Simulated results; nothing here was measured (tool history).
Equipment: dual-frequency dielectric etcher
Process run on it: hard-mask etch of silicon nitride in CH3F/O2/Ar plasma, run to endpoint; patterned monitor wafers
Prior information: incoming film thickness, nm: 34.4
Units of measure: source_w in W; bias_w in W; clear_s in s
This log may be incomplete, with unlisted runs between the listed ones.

Run 1, hour 0: source_w 460 W, bias_w 100 W. Result: clear_s 43.146 s.
Run 2, hour 5.8: source_w 460 W, bias_w 106 W. Result: clear_s 42.713 s.
Run 3, hour 7.6: source_w 430 W, bias_w 102 W. Result: clear_s 44.286 s.
Run 4, hour 14.1: source_w 430 W, bias_w 118 W. Result: clear_s 42.044 s.
Run 5, hour 15.6: source_w 400 W, bias_w 113 W. Result: clear_s 44.894 s.
Run 6, hour 20.6: source_w 380 W, bias_w 112 W. Result: clear_s 46.817 s.
Run 7, hour 26.6: source_w 370 W, bias_w 112 W. Result: clear_s 47.954 s.
Run 8, hour 33.9: source_w 300 W, bias_w 107 W. Result: clear_s 56.556 s.
Run 9, hour 36.7: source_w 300 W, bias_w 107 W. Result: clear_s 56.615 s.

What does the tool deliver on the next run?
Run 10, hour 41.3: source_w 310 W, bias_w 107 W. Result: clear_s ?.

{"run 10": {"clear_s": 55.531}}

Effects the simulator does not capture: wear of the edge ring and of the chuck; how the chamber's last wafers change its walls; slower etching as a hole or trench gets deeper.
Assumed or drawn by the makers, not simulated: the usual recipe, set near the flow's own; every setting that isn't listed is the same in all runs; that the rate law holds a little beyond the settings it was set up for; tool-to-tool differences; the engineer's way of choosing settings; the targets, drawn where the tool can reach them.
